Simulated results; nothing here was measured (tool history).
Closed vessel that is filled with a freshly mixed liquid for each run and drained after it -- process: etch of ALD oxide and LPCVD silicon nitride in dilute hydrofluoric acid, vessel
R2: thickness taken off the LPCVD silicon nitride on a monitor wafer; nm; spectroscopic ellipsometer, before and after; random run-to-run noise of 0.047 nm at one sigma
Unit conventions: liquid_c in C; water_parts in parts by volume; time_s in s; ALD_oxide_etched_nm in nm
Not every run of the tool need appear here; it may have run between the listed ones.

Run 1, day 0.000: liquid_c 23.0 C, water_parts 205 parts by volume, time_s 230 s. Result: ALD_oxide_etched_nm 29.495 nm, R2 0.59718 nm.
Run 2, day 0.379: liquid_c 20.5 C, water_parts 205 parts by volume, time_s 230 s. Result: ALD_oxide_etched_nm 26.427 nm, R2 0.48600 nm.
Run 3, day 0.642: liquid_c 22.0 C, water_parts 200 parts by volume, time_s 230 s. Result: ALD_oxide_etched_nm 28.629 nm, R2 0.64078 nm.
Run 4, day 0.938: liquid_c 22.0 C, water_parts 240 parts by volume, time_s 230 s. Result: ALD_oxide_etched_nm 23.148 nm, R2 0.47196 nm.
Run 5, day 1.275: liquid_c 23.0 C, water_parts 225 parts by volume, time_s 230 s. Result: ALD_oxide_etched_nm 26.105 nm, R2 0.50184 nm.
Run 6, day 1.654: liquid_c 24.5 C, water_parts 220 parts by volume, time_s 230 s. Result: ALD_oxide_etched_nm 28.145 nm, R2 0.61432 nm.
Run 7, day 1.742: liquid_c 25.0 C, water_parts 210 parts by volume, time_s 230 s. Result: ALD_oxide_etched_nm 29.763 nm, R2 0.63619 nm.

Run 8 is up next; what results do you expect?
Run 8, day 2.075: liquid_c 25.5 C, water_parts 205 parts by volume, time_s 230 s. Result: ALD_oxide_etched_nm ?, R2 ?.

{"run 8": {"ALD_oxide_etched_nm": 31.977, "R2": 0.70466}}
